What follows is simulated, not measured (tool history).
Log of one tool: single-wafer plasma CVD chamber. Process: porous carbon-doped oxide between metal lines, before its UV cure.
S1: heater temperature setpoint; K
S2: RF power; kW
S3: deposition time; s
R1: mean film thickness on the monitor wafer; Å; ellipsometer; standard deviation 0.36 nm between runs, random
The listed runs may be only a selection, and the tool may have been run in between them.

| run | day | S1 | S2 | S3 | R1 |
|---|---|---|---|---|---|
| 1 | 0 | 583.15 | 0.39 | 15.4 | 639.38 |
| 2 | 0.279 | 580.15 | 0.395 | 15.4 | 664.24 |
| 3 | 0.508 | 578.15 | 0.395 | 15.4 | 667.56 |
| 4 | 0.771 | 578.15 | 0.35 | 15.4 | 603.46 |
| 5 | 0.962 | 578.15 | 0.315 | 15.4 | 559.04 |
| 6 | 1.254 | 578.15 | 0.36 | 15.4 | 620.05 |
| 7 | 1.458 | 576.15 | 0.365 | 15.4 | 630.64 |
| 8 | 1.525 | 574.15 | 0.37 | 15.4 | 651.66 |
| 9 | 1.8 | 572.15 | 0.37 | 15.4 | 663.81 |
| 10 | 2 | 570.15 | 0.37 | 15.4 | 665.32 |
| 11 | 2.308 | 569.15 | 0.375 | 15.4 | 687.65 |
| 12 | 2.654 | 568.15 | 0.375 | 15.4 | 683.9 |
| 13 | 2.912 | 559.15 | 0.405 | 15.4 | 772.79 |
| 14 | 3.129 | 559.15 | 0.405 | 15.4 | 777.02 |

What does the tool deliver on the next run?
| 15 | 3.392 | 560.15 | 0.405 | 15.4 | ? |

Run 15 gave R1 760.5 Å.
